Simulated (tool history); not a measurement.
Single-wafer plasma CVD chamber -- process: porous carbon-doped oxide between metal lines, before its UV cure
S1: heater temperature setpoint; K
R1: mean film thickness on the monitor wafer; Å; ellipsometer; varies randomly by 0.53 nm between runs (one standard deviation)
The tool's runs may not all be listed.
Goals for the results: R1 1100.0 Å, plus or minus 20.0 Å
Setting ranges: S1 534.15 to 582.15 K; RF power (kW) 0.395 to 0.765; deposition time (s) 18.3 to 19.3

{"run": 1, "hour": 0.0, "S1": 558.15, "RF power (kW)": 0.58, "deposition time (s)": 19.3, "R1": 1327.6}
{"run": 2, "hour": 0.5, "S1": 548.15, "RF power (kW)": 0.58, "deposition time (s)": 19.3, "R1": 1403.8}
{"run": 3, "hour": 9.3, "S1": 553.15, "RF power (kW)": 0.57, "deposition time (s)": 19.3, "R1": 1351.8}
{"run": 4, "hour": 16.2, "S1": 553.15, "RF power (kW)": 0.63, "deposition time (s)": 19.3, "R1": 1434.2}
{"run": 5, "hour": 17.2, "S1": 553.15, "RF power (kW)": 0.63, "deposition time (s)": 18.3, "R1": 1376.3}
{"run": 6, "hour": 25.3, "S1": 553.15, "RF power (kW)": 0.665, "deposition time (s)": 18.3, "R1": 1406.0}
{"run": 7, "hour": 30.3, "S1": 557.15, "RF power (kW)": 0.645, "deposition time (s)": 18.3, "R1": 1356.8}
{"run": 8, "hour": 37.5, "S1": 561.15, "RF power (kW)": 0.63, "deposition time (s)": 18.3, "R1": 1294.8}
{"run": 9, "hour": 43.2, "S1": 564.15, "RF power (kW)": 0.625, "deposition time (s)": 18.3, "R1": 1279.0}
{"run": 10, "hour": 46.2, "S1": 567.15, "RF power (kW)": 0.615, "deposition time (s)": 18.3, "R1": 1240.8}
{"run": 11, "hour": 47.4, "S1": 569.15, "RF power (kW)": 0.61, "deposition time (s)": 18.3, "R1": 1224.5}
{"run": 12, "hour": 48.2, "S1": 571.15, "RF power (kW)": 0.6, "deposition time (s)": 18.3, "R1": 1197.0}
{"run": 13, "hour": 56.4, "S1": 573.15, "RF power (kW)": 0.595, "deposition time (s)": 18.3, "R1": 1178.1}
{"run": 14, "hour": 59.3, "S1": 574.15, "RF power (kW)": 0.59, "deposition time (s)": 18.3, "R1": 1166.5}
{"run": 15, "hour": 67.2, "S1": 575.15, "RF power (kW)": 0.585, "deposition time (s)": 18.3, "R1": 1164.9}
{"run": 16, "hour": 68.5, "S1": 576.15, "RF power (kW)": 0.58, "deposition time (s)": 18.3, "R1": 1153.1}
{"run": 17, "hour": 69.6, "S1": 577.15, "RF power (kW)": 0.575, "deposition time (s)": 18.3, "R1": 1135.2}
{"run": 18, "hour": 71.3, "S1": 577.15, "RF power (kW)": 0.575, "deposition time (s)": 18.3, "R1": 1132.7}
{"run": 19, "hour": 79.2, "S1": 578.15, "RF power (kW)": 0.575, "deposition time (s)": 18.3, "R1": 1136.6}

4 next moves are on the table. One of them brings every result within its allowed miss. Which?
{"run": "A", "hour": 87.1, "S1": 575.15, "RF power (kW)": 0.55, "deposition time (s)": 18.8, "R1": "?"}
{"run": "B", "hour": 87.1, "S1": 579.15, "RF power (kW)": 0.55, "deposition time (s)": 19.3, "R1": "?"}
{"run": "C", "hour": 87.1, "S1": 582.15, "RF power (kW)": 0.545, "deposition time (s)": 18.8, "R1": "?"}
{"run": "D", "hour": 87.1, "S1": 578.15, "RF power (kW)": 0.58, "deposition time (s)": 18.8, "R1": "?"}

move=A R1=1142.4
move=B R1=1148.9
move=C R1=1097.8
move=D R1=1162.2
A: further off than the last run
B: further off than the last run
C: each result inside its tolerance
D: further off than the last run
Go with C: it meets all targets.
